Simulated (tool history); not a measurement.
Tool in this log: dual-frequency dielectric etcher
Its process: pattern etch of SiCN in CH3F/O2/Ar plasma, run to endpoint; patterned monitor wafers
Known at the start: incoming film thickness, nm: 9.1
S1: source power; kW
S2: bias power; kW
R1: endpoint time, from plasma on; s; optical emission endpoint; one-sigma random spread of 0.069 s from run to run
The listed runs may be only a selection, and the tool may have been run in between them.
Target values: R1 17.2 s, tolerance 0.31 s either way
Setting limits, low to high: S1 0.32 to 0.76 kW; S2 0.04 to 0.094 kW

| run | hour | S1 | S2 | R1 |
|---|---|---|---|---|
| 1 | 0 | 0.54 | 0.067 | 20.155 |
| 2 | 2.9 | 0.54 | 0.06 | 20.811 |
| 3 | 10.6 | 0.44 | 0.06 | 23.3 |
| 4 | 14.3 | 0.37 | 0.06 | 25.776 |
| 5 | 19 | 0.41 | 0.06 | 24.037 |
| 6 | 25.4 | 0.5 | 0.06 | 21.747 |
| 7 | 31.7 | 0.52 | 0.06 | 21.377 |
| 8 | 36.1 | 0.54 | 0.06 | 20.893 |
| 9 | 41.2 | 0.56 | 0.06 | 20.479 |
| 10 | 42.2 | 0.58 | 0.06 | 20 |
| 11 | 47.8 | 0.58 | 0.06 | 19.997 |
| 12 | 55 | 0.6 | 0.06 | 19.704 |
| 13 | 55.7 | 0.62 | 0.06 | 19.384 |
| 14 | 57.6 | 0.63 | 0.06 | 19.293 |

Consider the 5 candidate settings below. Which is the only one whose results all fall within their allowed miss of target?
| A | 59.5 | 0.75 | 0.065 | ? |
| B | 59.5 | 0.72 | 0.076 | ? |
| C | 59.5 | 0.61 | 0.057 | ? |
| D | 59.5 | 0.66 | 0.064 | ? |
| E | 59.5 | 0.76 | 0.073 | ? |

| move | R1 |
|---|---|
| A | 17.369 |
| B | 16.837 |
| C | 20.048 |
| D | 18.577 |
| E | 16.627 |
A: all results land within tolerance of their targets
B: takes the biggest miss from the last run beyond its target
C: lands further from the targets than the last run did
D: an improvement on the last run, though not all results are within tolerance
E: takes the biggest miss from the last run beyond its target
A is the move that brings every result within its allowed miss.
